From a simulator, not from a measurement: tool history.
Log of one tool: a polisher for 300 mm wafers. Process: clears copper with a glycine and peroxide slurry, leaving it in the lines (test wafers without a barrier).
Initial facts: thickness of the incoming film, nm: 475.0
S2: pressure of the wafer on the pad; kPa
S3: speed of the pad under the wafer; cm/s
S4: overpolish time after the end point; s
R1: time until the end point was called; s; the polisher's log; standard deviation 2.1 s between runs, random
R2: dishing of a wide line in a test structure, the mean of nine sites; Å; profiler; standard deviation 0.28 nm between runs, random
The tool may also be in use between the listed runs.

run 1 hour=0.0 | flow_of_slurry_(ml/min)=160 S2=14.5 S3=114 S4=16 | R1=102.39 R2=534.10
run 2 hour=3.3 | flow_of_slurry_(ml/min)=145 S2=12.4 S3=116 S4=13 | R1=112.63 R2=401.08
run 3 hour=4.5 | flow_of_slurry_(ml/min)=145 S2=12.4 S3=94 S4=13 | R1=130.10 R2=372.38
run 4 hour=10.5 | flow_of_slurry_(ml/min)=145 S2=12.4 S3=120 S4=13 | R1=109.92 R2=411.04
run 5 hour=16.7 | flow_of_slurry_(ml/min)=145 S2=12.4 S3=120 S4=19 | R1=114.03 R2=551.89
run 6 hour=20.3 | flow_of_slurry_(ml/min)=145 S2=12.4 S3=146 S4=19 | R1=101.46 R2=607.12
run 7 hour=25.6 | flow_of_slurry_(ml/min)=130 S2=10.3 S3=138 S4=15 | R1=116.31 R2=437.79
run 8 hour=29.9 | flow_of_slurry_(ml/min)=120 S2=9.0 S3=130 S4=12 | R1=138.42 R2=327.20
run 9 hour=34.2 | flow_of_slurry_(ml/min)=130 S2=8.3 S3=126 S4=10 | R1=142.85 R2=264.39
run 10 hour=36.4 | flow_of_slurry_(ml/min)=150 S2=8.3 S3=122 S4=8 | R1=135.97 R2=227.97

Estimate the outcome of run 11 from the log above:
run 11 hour=39.0 | flow_of_slurry_(ml/min)=160 S2=8.3 S3=118 S4=7 | R1=? R2=?

R1: 139.96 s
R2: 194.53 Å
